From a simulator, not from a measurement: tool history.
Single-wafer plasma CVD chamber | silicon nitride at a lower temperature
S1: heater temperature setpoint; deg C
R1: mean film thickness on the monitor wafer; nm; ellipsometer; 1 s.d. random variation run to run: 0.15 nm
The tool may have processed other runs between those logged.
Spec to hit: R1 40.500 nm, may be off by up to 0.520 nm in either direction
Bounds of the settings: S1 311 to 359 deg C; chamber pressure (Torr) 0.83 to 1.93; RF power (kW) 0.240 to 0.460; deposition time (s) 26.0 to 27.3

run 1 hour=0.0 | S1=335 chamber_pressure_(Torr)=1.38 RF_power_(kW)=0.350 deposition_time_(s)=27.3 | R1=33.667
run 2 hour=3.2 | S1=335 chamber_pressure_(Torr)=1.38 RF_power_(kW)=0.350 deposition_time_(s)=26.0 | R1=32.045
run 3 hour=10.7 | S1=335 chamber_pressure_(Torr)=1.44 RF_power_(kW)=0.360 deposition_time_(s)=26.0 | R1=33.010
run 4 hour=16.5 | S1=335 chamber_pressure_(Torr)=1.31 RF_power_(kW)=0.360 deposition_time_(s)=26.0 | R1=32.084
run 5 hour=24.0 | S1=335 chamber_pressure_(Torr)=1.38 RF_power_(kW)=0.370 deposition_time_(s)=26.0 | R1=33.152
run 6 hour=31.8 | S1=335 chamber_pressure_(Torr)=1.44 RF_power_(kW)=0.375 deposition_time_(s)=26.0 | R1=33.729
run 7 hour=35.8 | S1=335 chamber_pressure_(Torr)=1.50 RF_power_(kW)=0.385 deposition_time_(s)=26.0 | R1=34.592
run 8 hour=44.6 | S1=335 chamber_pressure_(Torr)=1.50 RF_power_(kW)=0.385 deposition_time_(s)=26.0 | R1=34.441
run 9 hour=47.1 | S1=335 chamber_pressure_(Torr)=1.78 RF_power_(kW)=0.435 deposition_time_(s)=26.1 | R1=38.674

Which single option among these 5 for the next run brings every result within its allowed miss of target? Just one does.
run A hour=49.6 | S1=334 chamber_pressure_(Torr)=1.74 RF_power_(kW)=0.450 deposition_time_(s)=26.8 | R1=?
run B hour=49.6 | S1=332 chamber_pressure_(Torr)=1.61 RF_power_(kW)=0.455 deposition_time_(s)=26.2 | R1=?
run C hour=49.6 | S1=334 chamber_pressure_(Torr)=1.93 RF_power_(kW)=0.400 deposition_time_(s)=27.3 | R1=?
run D hour=49.6 | S1=340 chamber_pressure_(Torr)=1.72 RF_power_(kW)=0.460 deposition_time_(s)=26.0 | R1=?
run E hour=49.6 | S1=337 chamber_pressure_(Torr)=1.72 RF_power_(kW)=0.460 deposition_time_(s)=26.0 | R1=?

move=A R1=40.171
move=B R1=38.814
move=C R1=39.329
move=D R1=39.244
move=E R1=39.293
A: all results in spec
B: gains on the last run, yet a result remains outside its allowed miss
C: gains on the last run, yet a result remains outside its allowed miss
D: gains on the last run, yet a result remains outside its allowed miss
E: gains on the last run, yet a result remains outside its allowed miss
Go with A: it meets all targets.
